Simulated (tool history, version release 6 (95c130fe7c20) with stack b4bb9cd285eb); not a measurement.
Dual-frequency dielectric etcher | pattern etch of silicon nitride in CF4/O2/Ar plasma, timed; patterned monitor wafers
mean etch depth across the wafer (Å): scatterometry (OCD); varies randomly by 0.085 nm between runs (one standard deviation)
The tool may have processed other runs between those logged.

run	day	source power (W)	bias power (W)	Ar flow (sccm)	CF4 flow (sccm)	etch time (s)	mean etch depth across the wafer (Å)
1	0.000	510	47	134	120	6.5	105.85
2	0.117	510	47	134	120	6.0	99.41
3	0.467	560	48	133	120	6.0	110.51
4	0.788	560	48	154	120	6.0	109.06
5	1.050	600	48	154	120	6.0	116.34
6	1.317	600	45	154	120	6.0	114.64
7	1.375	630	46	153	121	6.0	121.69

Run 8, settings as shown, results not yet in. Your forecast:
8	1.725	650	47	152	121	6.0	?

Run 8 came out at mean etch depth across the wafer (Å) 125.47.

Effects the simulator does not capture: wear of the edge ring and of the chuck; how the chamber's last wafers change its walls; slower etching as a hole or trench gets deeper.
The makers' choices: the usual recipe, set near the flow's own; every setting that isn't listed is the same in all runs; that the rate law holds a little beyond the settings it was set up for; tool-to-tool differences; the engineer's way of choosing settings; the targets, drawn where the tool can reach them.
